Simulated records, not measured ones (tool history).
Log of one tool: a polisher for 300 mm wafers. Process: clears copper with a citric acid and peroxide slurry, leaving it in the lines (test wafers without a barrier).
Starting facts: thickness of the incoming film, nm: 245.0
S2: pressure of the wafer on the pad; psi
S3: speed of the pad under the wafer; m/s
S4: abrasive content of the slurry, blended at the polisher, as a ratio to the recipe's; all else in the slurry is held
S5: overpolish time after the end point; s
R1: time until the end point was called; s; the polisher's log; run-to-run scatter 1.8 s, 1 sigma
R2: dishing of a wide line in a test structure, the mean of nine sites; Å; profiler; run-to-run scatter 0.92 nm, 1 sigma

Run 1, day 0.000: flow of slurry (ml/min) 300, S2 2.1 psi, S3 1.14 m/s, S4 1.0, S5 24 s. Result: R1 145.21 s, R2 264.58 Å.
Run 2, day 0.233: flow of slurry (ml/min) 300, S2 2.2 psi, S3 1.14 m/s, S4 1.0, S5 25 s. Result: R1 138.68 s, R2 279.28 Å.
Run 3, day 0.433: flow of slurry (ml/min) 300, S2 2.3 psi, S3 1.14 m/s, S4 1.0, S5 26 s. Result: R1 129.21 s, R2 302.02 Å.
Run 4, day 0.533: flow of slurry (ml/min) 300, S2 2.3 psi, S3 1.14 m/s, S4 1.0, S5 27 s. Result: R1 134.03 s, R2 296.57 Å.
Run 5, day 0.692: flow of slurry (ml/min) 300, S2 2.0 psi, S3 1.14 m/s, S4 1.0, S5 27 s. Result: R1 148.11 s, R2 275.61 Å.
Run 6, day 0.962: flow of slurry (ml/min) 300, S2 2.0 psi, S3 1.14 m/s, S4 1.0, S5 35 s. Result: R1 144.28 s, R2 328.69 Å.
Run 7, day 1.033: flow of slurry (ml/min) 300, S2 2.6 psi, S3 1.20 m/s, S4 1.0, S5 33 s. Result: R1 111.22 s, R2 399.33 Å.

Expected results for the next run?
Run 8, day 1.408: flow of slurry (ml/min) 300, S2 2.8 psi, S3 1.22 m/s, S4 1.0, S5 32 s. Result: R1 ?, R2 ?.

R1: 104.62 s
R2: 398.84 Å
